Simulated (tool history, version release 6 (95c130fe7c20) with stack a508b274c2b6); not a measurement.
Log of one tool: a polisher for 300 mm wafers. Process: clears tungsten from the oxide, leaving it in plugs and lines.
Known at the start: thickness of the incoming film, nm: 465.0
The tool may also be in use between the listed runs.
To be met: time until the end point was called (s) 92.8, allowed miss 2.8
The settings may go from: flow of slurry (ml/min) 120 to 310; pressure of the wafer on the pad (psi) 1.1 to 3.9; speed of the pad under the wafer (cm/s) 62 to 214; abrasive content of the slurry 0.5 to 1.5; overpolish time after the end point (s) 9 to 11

run	hour	flow of slurry (ml/min)	pressure of the wafer on the pad (psi)	speed of the pad under the wafer (cm/s)	abrasive content of the slurry	overpolish time after the end point (s)	time until the end point was called (s)
1	0	200	2.5	138	1	11	105.17
2	3.1	200	2.5	138	1	11	105.31
3	8.2	205	2.6	138	1	11	102.15
4	15	205	2.6	120	1	11	116.37
5	20.5	205	2.9	120	1	11	109.33
6	22.1	210	3	120	1	11	104.05
# hour 27.5: head pressure recalibrated
7	27.5	210	3	120	1	11	109.16
8	36.4	210	3.1	120	1	11	107.74
9	41.4	210	3.3	120	1	11	102.21
10	47.5	210	3.4	120	1	11	100.05
11	53.7	210	3.5	120	1	11	98.631

Which of these 4 next moves meets every target?
A	59.9	165	3.9	114	1.15	11	?
B	59.9	255	3.2	132	0.75	9	?
C	59.9	255	3.7	114	0.85	11	?
D	59.9	200	3.5	114	1	11	?

move	time until the end point was called (s)
A	93.314
B	103.2
C	101.81
D	103.67
A: meets every target
B: further off than the last run
C: further off than the last run
D: further off than the last run
Answer: A

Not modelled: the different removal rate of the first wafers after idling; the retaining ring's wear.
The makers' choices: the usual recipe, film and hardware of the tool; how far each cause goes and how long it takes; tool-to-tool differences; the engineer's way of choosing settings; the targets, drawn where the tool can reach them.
